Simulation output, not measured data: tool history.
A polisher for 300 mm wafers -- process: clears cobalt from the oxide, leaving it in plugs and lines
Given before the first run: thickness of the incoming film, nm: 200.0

| run | hour | flow of slurry (ml/min) | pressure of the wafer on the pad (kPa) | speed of the pad under the wafer (m/s) | overpolish time after the end point (s) | time until the end point was called (s) | dishing of a wide line in a test structure (Å) |
|---|---|---|---|---|---|---|---|
| 1 | 0.0 | 265 | 15.9 | 1.26 | 26 | 29.992 | 695.82 |
| 2 | 6.4 | 265 | 15.9 | 1.54 | 26 | 25.882 | 697.56 |
| 3 | 15.1 | 255 | 15.2 | 1.60 | 24 | 26.084 | 713.50 |
| 4 | 23.4 | 255 | 15.2 | 1.60 | 35 | 26.488 | 732.53 |
| 5 | 28.5 | 275 | 14.5 | 1.60 | 32 | 27.023 | 695.44 |
| 6 | 34.9 | 290 | 13.8 | 1.64 | 29 | 27.700 | 703.17 |
| 7 | 39.6 | 305 | 13.8 | 1.64 | 26 | 27.820 | 693.56 |
| 8 | 47.0 | 320 | 13.8 | 1.64 | 24 | 27.633 | 694.36 |
| 9 | 48.0 | 300 | 13.8 | 1.66 | 22 | 27.571 | 643.69 |
| 10 | 51.9 | 285 | 13.1 | 1.70 | 20 | 28.332 | 665.85 |
| 11 | 59.9 | 300 | 12.4 | 1.72 | 19 | 29.373 | 649.29 |
| 12 | 61.3 | 315 | 12.4 | 1.74 | 18 | 28.715 | 606.89 |
| 13 | 67.8 | 325 | 11.7 | 1.76 | 17 | 29.910 | 579.40 |
| 14 | 69.4 | 335 | 11.7 | 1.78 | 16 | 29.276 | 576.78 |

What will run 15 give?
| 15 | 71.3 | 345 | 11.7 | 1.80 | 15 | ? | ? |

time until the end point was called (s): 29.306
dishing of a wide line in a test structure (Å): 589.18
